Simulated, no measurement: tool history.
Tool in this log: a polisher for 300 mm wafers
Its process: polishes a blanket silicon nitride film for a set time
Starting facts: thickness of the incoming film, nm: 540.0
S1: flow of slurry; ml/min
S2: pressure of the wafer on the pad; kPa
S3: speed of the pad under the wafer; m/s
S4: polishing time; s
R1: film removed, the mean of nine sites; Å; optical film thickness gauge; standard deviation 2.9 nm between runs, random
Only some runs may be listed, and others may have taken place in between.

run 1 hour=0.0 | S1=275 S2=33.1 S3=1.22 S4=99 | R1=3276.0
run 2 hour=4.9 | S1=275 S2=36.5 S3=1.22 S4=99 | R1=3612.0
run 3 hour=8.2 | S1=275 S2=31.0 S3=1.20 S4=99 | R1=2995.8
run 4 hour=14.4 | S1=315 S2=31.0 S3=1.20 S4=99 | R1=3019.2
run 5 hour=22.0 | S1=315 S2=27.6 S3=1.18 S4=99 | R1=2660.0
run 6 hour=22.6 | S1=315 S2=34.5 S3=1.18 S4=99 | R1=3451.5

Run 7 comes next. What will it give?
run 7 hour=29.0 | S1=305 S2=30.3 S3=1.16 S4=99 | R1=?

{"run 7": {"R1": 2952.7}}
